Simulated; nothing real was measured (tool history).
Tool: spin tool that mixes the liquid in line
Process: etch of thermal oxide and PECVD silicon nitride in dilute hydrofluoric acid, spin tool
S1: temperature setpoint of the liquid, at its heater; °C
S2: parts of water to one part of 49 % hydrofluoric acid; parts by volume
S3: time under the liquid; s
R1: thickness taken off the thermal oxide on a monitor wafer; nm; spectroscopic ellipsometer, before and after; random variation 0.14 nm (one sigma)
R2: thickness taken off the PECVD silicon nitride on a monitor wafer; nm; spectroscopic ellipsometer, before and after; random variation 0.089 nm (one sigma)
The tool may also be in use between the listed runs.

run  hour    S1  S2   S3      R1      R2
  1     0    23  50  180   15.38  11.083
  2   6.2    23  40  180  19.582  13.889
  3  14.3    23  50  180  15.356  11.121
  4  18.8    23  50  210  17.994  12.908
  5  23.8    23  45  210  19.956  14.265
     32.8  -- hydrofluoric acid flow meter replaced
  6  32.8  23.5  45  210  22.176  15.829
  7  36.6    24  45  210  22.196  16.267

The next listed run, before its measurement:
  8  41.7  24.5  45  210   ?   ?

R1: 23.264 nm
R2: 16.88 nm
